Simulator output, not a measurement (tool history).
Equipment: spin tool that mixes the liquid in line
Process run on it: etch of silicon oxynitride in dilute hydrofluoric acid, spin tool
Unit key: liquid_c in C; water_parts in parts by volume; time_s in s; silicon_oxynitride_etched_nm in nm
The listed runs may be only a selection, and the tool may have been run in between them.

{"run": 1, "hour": 0.0, "liquid_c": 21.0, "water_parts": 105, "time_s": 80, "silicon_oxynitride_etched_nm": 1.6411}
{"run": 2, "hour": 1.0, "liquid_c": 23.5, "water_parts": 105, "time_s": 80, "silicon_oxynitride_etched_nm": 1.8387}
{"run": 3, "hour": 7.6, "liquid_c": 23.5, "water_parts": 105, "time_s": 80, "silicon_oxynitride_etched_nm": 1.8305}
{"run": 4, "hour": 13.6, "liquid_c": 23.5, "water_parts": 105, "time_s": 60, "silicon_oxynitride_etched_nm": 1.3639}
{"run": 5, "hour": 16.3, "liquid_c": 24.5, "water_parts": 95, "time_s": 60, "silicon_oxynitride_etched_nm": 1.5977}
{"run": 6, "hour": 19.0, "liquid_c": 27.0, "water_parts": 95, "time_s": 60, "silicon_oxynitride_etched_nm": 1.7942}
{"run": 7, "hour": 21.1, "liquid_c": 27.5, "water_parts": 85, "time_s": 60, "silicon_oxynitride_etched_nm": 2.0935}
{"run": 8, "hour": 25.2, "liquid_c": 28.0, "water_parts": 80, "time_s": 60, "silicon_oxynitride_etched_nm": 2.2879}
{"run": 9, "hour": 31.4, "liquid_c": 28.5, "water_parts": 75, "time_s": 60, "silicon_oxynitride_etched_nm": 2.4814}

Estimate the outcome of run 10 from the log above:
{"run": 10, "hour": 38.8, "liquid_c": 29.0, "water_parts": 70, "time_s": 60, "silicon_oxynitride_etched_nm": "?"}

{"run 10": {"silicon_oxynitride_etched_nm": 2.7513}}
